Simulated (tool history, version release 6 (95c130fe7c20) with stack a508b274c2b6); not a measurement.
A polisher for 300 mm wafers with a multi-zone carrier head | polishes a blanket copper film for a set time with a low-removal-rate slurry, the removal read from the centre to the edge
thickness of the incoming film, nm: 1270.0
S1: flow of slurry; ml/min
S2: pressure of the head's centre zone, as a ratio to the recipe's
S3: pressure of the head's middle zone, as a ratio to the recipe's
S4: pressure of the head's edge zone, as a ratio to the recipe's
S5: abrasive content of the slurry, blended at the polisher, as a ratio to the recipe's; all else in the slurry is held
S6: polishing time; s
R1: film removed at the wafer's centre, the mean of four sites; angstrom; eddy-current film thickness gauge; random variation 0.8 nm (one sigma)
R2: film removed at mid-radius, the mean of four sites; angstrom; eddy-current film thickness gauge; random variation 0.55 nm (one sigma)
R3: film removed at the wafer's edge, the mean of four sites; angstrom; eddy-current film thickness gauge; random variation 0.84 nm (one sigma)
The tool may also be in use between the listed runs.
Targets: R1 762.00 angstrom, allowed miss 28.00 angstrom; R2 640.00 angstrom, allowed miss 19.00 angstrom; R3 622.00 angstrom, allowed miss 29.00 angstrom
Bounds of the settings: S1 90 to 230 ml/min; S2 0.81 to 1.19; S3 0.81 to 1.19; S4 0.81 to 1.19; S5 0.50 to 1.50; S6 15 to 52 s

Run 1, hour 0.0: S1 150 ml/min, S2 1.00, S3 1.00, S4 1.00, S5 1.00, S6 33 s. Result: R1 1208.90 angstrom, R2 1189.70 angstrom, R3 1150.40 angstrom.
Run 2, hour 8.3: S1 135 ml/min, S2 1.00, S3 1.00, S4 1.00, S5 1.00, S6 33 s. Result: R1 1148.60 angstrom, R2 1164.30 angstrom, R3 1171.70 angstrom.
Run 3, hour 11.8: S1 145 ml/min, S2 1.00, S3 0.97, S4 0.98, S5 0.90, S6 30 s. Result: R1 1070.20 angstrom, R2 1054.20 angstrom, R3 1059.00 angstrom.
Run 4, hour 13.7: S1 145 ml/min, S2 1.00, S3 0.97, S4 0.92, S5 0.90, S6 30 s. Result: R1 1063.50 angstrom, R2 1047.10 angstrom, R3 1002.80 angstrom.
Run 5, hour 22.4: S1 145 ml/min, S2 1.00, S3 0.97, S4 0.92, S5 1.00, S6 30 s. Result: R1 1063.90 angstrom, R2 1052.80 angstrom, R3 1022.90 angstrom.
Run 6, hour 28.9: S1 155 ml/min, S2 1.02, S3 0.95, S4 0.90, S5 0.95, S6 27 s. Result: R1 1017.00 angstrom, R2 955.24 angstrom, R3 919.20 angstrom.
Run 7, hour 35.2: S1 160 ml/min, S2 1.03, S3 0.93, S4 0.89, S5 0.90, S6 25 s. Result: R1 909.96 angstrom, R2 850.84 angstrom, R3 829.65 angstrom.
Run 8, hour 39.5: S1 165 ml/min, S2 1.05, S3 0.92, S4 0.88, S5 0.85, S6 24 s. Result: R1 899.22 angstrom, R2 815.39 angstrom, R3 801.24 angstrom.
Run 9, hour 44.7: S1 165 ml/min, S2 1.05, S3 0.92, S4 0.88, S5 0.85, S6 24 s. Result: R1 921.88 angstrom, R2 815.08 angstrom, R3 814.06 angstrom.
Run 10, hour 52.2: S1 165 ml/min, S2 1.05, S3 0.92, S4 0.88, S5 0.85, S6 24 s. Result: R1 914.89 angstrom, R2 812.13 angstrom, R3 787.32 angstrom.
Run 11, hour 59.2: S1 135 ml/min, S2 1.08, S3 0.88, S4 0.81, S5 0.60, S6 20 s. Result: R1 710.31 angstrom, R2 597.79 angstrom, R3 595.62 angstrom.
Run 12, hour 60.4: S1 140 ml/min, S2 1.08, S3 0.88, S4 0.81, S5 0.60, S6 20 s. Result: R1 732.37 angstrom, R2 606.43 angstrom, R3 623.22 angstrom.
Run 13, hour 66.0: S1 145 ml/min, S2 1.09, S3 0.89, S4 0.81, S5 0.60, S6 20 s. Result: R1 740.59 angstrom, R2 613.98 angstrom, R3 601.71 angstrom.
Run 14, hour 71.9: S1 145 ml/min, S2 1.09, S3 0.89, S4 0.81, S5 0.60, S6 20 s. Result: R1 728.21 angstrom, R2 626.39 angstrom, R3 607.88 angstrom.
Run 15, hour 80.5: S1 150 ml/min, S2 1.10, S3 0.89, S4 0.82, S5 0.60, S6 20 s. Result: R1 757.13 angstrom, R2 626.52 angstrom, R3 607.66 angstrom.

Which of these 4 next moves meets every target?
Run A, hour 89.1: S1 160 ml/min, S2 1.16, S3 1.05, S4 0.81, S5 0.50, S6 19 s. Result: R1 ?, R2 ?, R3 ?.
Run B, hour 89.1: S1 195 ml/min, S2 1.17, S3 0.86, S4 0.81, S5 0.55, S6 19 s. Result: R1 ?, R2 ?, R3 ?.
Run C, hour 89.1: S1 145 ml/min, S2 1.12, S3 0.92, S4 0.84, S5 0.60, S6 20 s. Result: R1 ?, R2 ?, R3 ?.
Run D, hour 89.1: S1 110 ml/min, S2 1.17, S3 0.86, S4 0.81, S5 0.80, S6 21 s. Result: R1 ?, R2 ?, R3 ?.

move      R1      R2      R3
   A  754.38  676.49  577.26
   B  797.36  601.17  599.16
   C  762.32  638.03  620.71
   D  796.61  610.53  630.95
A: takes the result that was furthest off past its target
B: further off than the last run
C: meets every target
D: further off than the last run
Answer: C
